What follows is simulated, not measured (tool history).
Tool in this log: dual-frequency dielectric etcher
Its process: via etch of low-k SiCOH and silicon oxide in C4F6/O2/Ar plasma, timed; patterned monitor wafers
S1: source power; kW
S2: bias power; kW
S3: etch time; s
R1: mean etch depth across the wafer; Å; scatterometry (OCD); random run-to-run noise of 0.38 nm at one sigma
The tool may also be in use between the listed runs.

run    day     S1     S2    S3      R1
  1  0.000  0.280  0.139  31.5  625.86
  2  0.238  0.280  0.139  29.0  580.64
  3  0.533  0.310  0.139  29.0  601.22
  4  0.617  0.290  0.136  29.0  578.70
  5  0.792  0.280  0.135  29.0  577.97
  6  0.900  0.320  0.135  29.0  601.39
  7  1.096  0.310  0.132  29.0  598.24
  8  1.317  0.300  0.129  29.0  579.25

For run 9, what comes out?
  9  1.517  0.290  0.128  29.0   ?

Run 9 produced R1 582.76 Å.
